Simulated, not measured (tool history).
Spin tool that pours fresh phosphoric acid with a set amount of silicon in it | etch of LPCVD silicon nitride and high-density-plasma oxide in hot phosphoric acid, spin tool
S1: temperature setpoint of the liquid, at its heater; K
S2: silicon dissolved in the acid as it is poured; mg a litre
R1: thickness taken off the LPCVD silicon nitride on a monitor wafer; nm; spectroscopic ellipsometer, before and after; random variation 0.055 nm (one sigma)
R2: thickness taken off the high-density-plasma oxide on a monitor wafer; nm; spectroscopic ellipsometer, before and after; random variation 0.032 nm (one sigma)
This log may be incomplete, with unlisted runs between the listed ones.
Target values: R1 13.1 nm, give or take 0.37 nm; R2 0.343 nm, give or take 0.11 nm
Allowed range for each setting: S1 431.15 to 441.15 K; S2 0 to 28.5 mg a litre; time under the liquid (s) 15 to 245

run 1 hour=0 | S1=436.15 S2=12.5 time_under_the_liquid_(s)=125 | R1=10.192 R2=0.39455
run 2 hour=4.2 | S1=436.65 S2=14.5 time_under_the_liquid_(s)=130 | R1=10.781 R2=0.40663
run 3 hour=9.9 | S1=436.65 S2=14.5 time_under_the_liquid_(s)=105 | R1=8.7036 R2=0.359
run 4 hour=16.6 | S1=435.65 S2=14.5 time_under_the_liquid_(s)=105 | R1=8.4309 R2=0.30771
run 5 hour=23.9 | S1=435.65 S2=14.5 time_under_the_liquid_(s)=150 | R1=12.063 R2=0.4788
run 6 hour=24.9 | S1=435.65 S2=14.5 time_under_the_liquid_(s)=110 | R1=8.7776 R2=0.33821
run 7 hour=28.9 | S1=436.15 S2=16 time_under_the_liquid_(s)=115 | R1=9.3752 R2=0.38299
run 8 hour=34.4 | S1=436.15 S2=14 time_under_the_liquid_(s)=120 | R1=9.8046 R2=0.44114
run 9 hour=42.1 | S1=436.15 S2=16 time_under_the_liquid_(s)=125 | R1=10.197 R2=0.43302
run 10 hour=43 | S1=436.15 S2=14 time_under_the_liquid_(s)=130 | R1=10.589 R2=0.47507
run 11 hour=44 | S1=436.15 S2=16 time_under_the_liquid_(s)=135 | R1=11.009 R2=0.44354

Below are 4 possible settings for the next run. Only one of them brings all results inside the allowed miss of their targets. Which is it?
run A hour=45 | S1=438.15 S2=12.5 time_under_the_liquid_(s)=105 | R1=? R2=?
run B hour=45 | S1=434.15 S2=22 time_under_the_liquid_(s)=170 | R1=? R2=?
run C hour=45 | S1=431.15 S2=28 time_under_the_liquid_(s)=215 | R1=? R2=?
run D hour=45 | S1=436.15 S2=17.5 time_under_the_liquid_(s)=180 | R1=? R2=?

move=A R1=9.1023 R2=0.42652
move=B R1=12.908 R2=0.40028
move=C R1=14.757 R2=0.33146
move=D R1=14.608 R2=0.55779
A: the biggest miss grows against the last run
B: every result within its allowed miss
C: moves the result that the last run missed by most past its target, out the other side
D: moves the result that the last run missed by most past its target, out the other side
Answer: B
